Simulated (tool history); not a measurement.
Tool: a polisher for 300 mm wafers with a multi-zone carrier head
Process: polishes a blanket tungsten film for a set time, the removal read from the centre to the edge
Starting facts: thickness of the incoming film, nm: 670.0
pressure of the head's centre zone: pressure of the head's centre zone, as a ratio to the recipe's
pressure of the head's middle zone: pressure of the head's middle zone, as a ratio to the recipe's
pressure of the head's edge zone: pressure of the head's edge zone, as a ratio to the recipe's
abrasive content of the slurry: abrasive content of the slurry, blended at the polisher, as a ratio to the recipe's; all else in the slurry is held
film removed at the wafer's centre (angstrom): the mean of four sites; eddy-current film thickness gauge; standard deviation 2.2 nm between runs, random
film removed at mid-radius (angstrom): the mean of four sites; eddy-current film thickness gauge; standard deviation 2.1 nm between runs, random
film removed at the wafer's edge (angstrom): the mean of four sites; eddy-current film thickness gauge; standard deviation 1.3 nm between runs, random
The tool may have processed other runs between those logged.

run,day,flow of slurry (ml/min),pressure of the head's centre zone,pressure of the head's middle zone,pressure of the head's edge zone,abrasive content of the slurry,polishing time (s),film removed at the wafer's centre (angstrom),film removed at mid-radius (angstrom),film removed at the wafer's edge (angstrom)
1,0,125,1,1,1,1,48,2272,2369.4,2304.6
2,0.142,120,1.02,0.95,0.97,0.85,46,2107.7,2012.5,2105.6
3,0.329,120,1.02,0.95,0.97,0.75,46,2107.6,1934.4,2017.6
4,0.388,145,1.02,0.95,0.97,0.75,46,2121.2,2026.3,2057.3
5,0.733,145,1.02,0.95,0.9,0.75,46,2129.9,2008.3,2010.1
6,0.867,140,1.02,0.93,0.88,0.7,45,2041.6,1884,1924.1
7,1.121,135,1.02,0.92,0.86,0.65,44,1942.3,1762.3,1789.1
8,1.15,125,1.02,0.9,0.85,0.65,44,1945.1,1695,1791.6
9,1.521,120,1.02,0.9,0.84,0.6,44,1822.5,1645.9,1720.5

Expected results for the next run?
10,1.896,115,1.03,0.89,0.83,0.6,44,?,?,?

film removed at the wafer's centre (angstrom): 1898.6
film removed at mid-radius (angstrom): 1608.7
film removed at the wafer's edge (angstrom): 1699.4
